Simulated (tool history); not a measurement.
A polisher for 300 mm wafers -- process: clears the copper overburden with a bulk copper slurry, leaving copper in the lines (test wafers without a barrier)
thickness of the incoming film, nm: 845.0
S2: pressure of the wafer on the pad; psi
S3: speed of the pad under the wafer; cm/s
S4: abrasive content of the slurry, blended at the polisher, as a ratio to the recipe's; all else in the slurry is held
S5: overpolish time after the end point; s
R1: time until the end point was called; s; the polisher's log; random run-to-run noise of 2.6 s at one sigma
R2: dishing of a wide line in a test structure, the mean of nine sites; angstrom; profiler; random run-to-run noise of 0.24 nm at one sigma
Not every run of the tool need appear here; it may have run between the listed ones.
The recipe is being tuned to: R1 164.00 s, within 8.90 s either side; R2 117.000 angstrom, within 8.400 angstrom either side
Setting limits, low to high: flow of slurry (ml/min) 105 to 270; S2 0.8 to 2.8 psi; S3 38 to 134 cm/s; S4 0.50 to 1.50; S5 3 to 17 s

{"run": 1, "day": 0.0, "flow of slurry (ml/min)": 175, "S2": 1.8, "S3": 86, "S4": 1.0, "S5": 9, "R1": 191.23, "R2": 234.16}
{"run": 2, "day": 0.258, "flow of slurry (ml/min)": 175, "S2": 1.8, "S3": 86, "S4": 1.1, "S5": 9, "R1": 187.83, "R2": 242.61}
{"run": 3, "day": 0.633, "flow of slurry (ml/min)": 175, "S2": 1.8, "S3": 72, "S4": 1.1, "S5": 9, "R1": 228.48, "R2": 211.66}
{"run": 4, "day": 0.921, "flow of slurry (ml/min)": 175, "S2": 1.8, "S3": 58, "S4": 1.1, "S5": 9, "R1": 272.2, "R2": 185.62}
{"run": 5, "day": 1.208, "flow of slurry (ml/min)": 180, "S2": 1.8, "S3": 60, "S4": 1.0, "S5": 8, "R1": 278.67, "R2": 168.15}
{"run": 6, "day": 1.4, "flow of slurry (ml/min)": 180, "S2": 1.9, "S3": 64, "S4": 0.95, "S5": 7, "R1": 244.41, "R2": 171.46}
{"run": 7, "day": 1.642, "flow of slurry (ml/min)": 200, "S2": 1.6, "S3": 88, "S4": 1.2, "S5": 3, "R1": 203.07, "R2": 95.534}
{"run": 8, "day": 1.808, "flow of slurry (ml/min)": 200, "S2": 1.6, "S3": 88, "S4": 1.2, "S5": 3, "R1": 197.12, "R2": 97.47}
{"run": 9, "day": 1.85, "flow of slurry (ml/min)": 200, "S2": 1.6, "S3": 88, "S4": 1.2, "S5": 3, "R1": 198.15, "R2": 100.86}
{"run": 10, "day": 1.971, "flow of slurry (ml/min)": 205, "S2": 1.8, "S3": 88, "S4": 1.25, "S5": 3, "R1": 178.12, "R2": 106.51}

Below are 5 possible settings for the next run. Only one of them brings all results inside the allowed miss of their targets. Which is it?
{"run": "A", "day": 2.092, "flow of slurry (ml/min)": 210, "S2": 1.7, "S3": 90, "S4": 1.2, "S5": 4, "R1": "?", "R2": "?"}
{"run": "B", "day": 2.092, "flow of slurry (ml/min)": 205, "S2": 1.4, "S3": 106, "S4": 1.3, "S5": 3, "R1": "?", "R2": "?"}
{"run": "C", "day": 2.092, "flow of slurry (ml/min)": 230, "S2": 1.9, "S3": 80, "S4": 1.1, "S5": 4, "R1": "?", "R2": "?"}
{"run": "D", "day": 2.092, "flow of slurry (ml/min)": 185, "S2": 2.0, "S3": 88, "S4": 1.2, "S5": 4, "R1": "?", "R2": "?"}
{"run": "E", "day": 2.092, "flow of slurry (ml/min)": 210, "S2": 1.7, "S3": 98, "S4": 1.35, "S5": 3, "R1": "?", "R2": "?"}

move=A R1=187.75 R2=130.770
move=B R1=190.08 R2=100.380
move=C R1=190.89 R2=129.540
move=D R1=166.27 R2=145.690
move=E R1=168.21 R2=112.400
A: the biggest miss grows against the last run
B: the biggest miss grows against the last run
C: the biggest miss grows against the last run
D: the furthest-off result lands on target, but another misses its tolerance
E: meets every target
Go with E: it meets all targets.

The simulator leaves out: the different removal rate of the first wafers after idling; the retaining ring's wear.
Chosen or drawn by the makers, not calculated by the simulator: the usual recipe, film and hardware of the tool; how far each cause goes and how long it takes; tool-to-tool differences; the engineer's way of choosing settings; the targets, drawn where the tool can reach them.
